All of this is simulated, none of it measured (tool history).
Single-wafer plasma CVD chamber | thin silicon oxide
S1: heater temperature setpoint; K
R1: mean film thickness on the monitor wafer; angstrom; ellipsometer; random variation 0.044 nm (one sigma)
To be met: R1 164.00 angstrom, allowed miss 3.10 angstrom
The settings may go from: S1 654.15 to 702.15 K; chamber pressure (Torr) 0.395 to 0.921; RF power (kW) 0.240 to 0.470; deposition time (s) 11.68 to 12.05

Run 1, day 0.000: S1 678.15 K, chamber pressure (Torr) 0.658, RF power (kW) 0.355, deposition time (s) 11.68. Result: R1 183.88 angstrom.
Run 2, day 0.092: S1 678.15 K, chamber pressure (Torr) 0.723, RF power (kW) 0.355, deposition time (s) 11.68. Result: R1 199.78 angstrom.
Run 3, day 0.354: S1 678.15 K, chamber pressure (Torr) 0.698, RF power (kW) 0.355, deposition time (s) 11.68. Result: R1 193.50 angstrom.
Run 4, day 0.508: S1 673.15 K, chamber pressure (Torr) 0.698, RF power (kW) 0.355, deposition time (s) 11.68. Result: R1 194.63 angstrom.
Run 5, day 0.712: S1 673.15 K, chamber pressure (Torr) 0.677, RF power (kW) 0.355, deposition time (s) 11.68. Result: R1 188.92 angstrom.
Run 6, day 0.875: S1 673.15 K, chamber pressure (Torr) 0.660, RF power (kW) 0.355, deposition time (s) 11.68. Result: R1 185.29 angstrom.
Run 7, day 0.938: S1 673.15 K, chamber pressure (Torr) 0.645, RF power (kW) 0.355, deposition time (s) 11.68. Result: R1 180.68 angstrom.
Run 8, day 1.100: S1 673.15 K, chamber pressure (Torr) 0.633, RF power (kW) 0.355, deposition time (s) 11.68. Result: R1 178.41 angstrom.

Which of these 4 next moves meets every target?
Run A, day 1.262: S1 663.15 K, chamber pressure (Torr) 0.690, RF power (kW) 0.360, deposition time (s) 11.68. Result: R1 ?.
Run B, day 1.262: S1 682.15 K, chamber pressure (Torr) 0.695, RF power (kW) 0.385, deposition time (s) 12.05. Result: R1 ?.
Run C, day 1.262: S1 677.15 K, chamber pressure (Torr) 0.592, RF power (kW) 0.345, deposition time (s) 11.68. Result: R1 ?.
Run D, day 1.262: S1 669.15 K, chamber pressure (Torr) 0.662, RF power (kW) 0.350, deposition time (s) 12.05. Result: R1 ?.

move      R1
   A  193.99
   B  204.04
   C  164.71
   D  189.96
A: further off than the last run
B: further off than the last run
C: meets every target
D: further off than the last run
The right move is C.

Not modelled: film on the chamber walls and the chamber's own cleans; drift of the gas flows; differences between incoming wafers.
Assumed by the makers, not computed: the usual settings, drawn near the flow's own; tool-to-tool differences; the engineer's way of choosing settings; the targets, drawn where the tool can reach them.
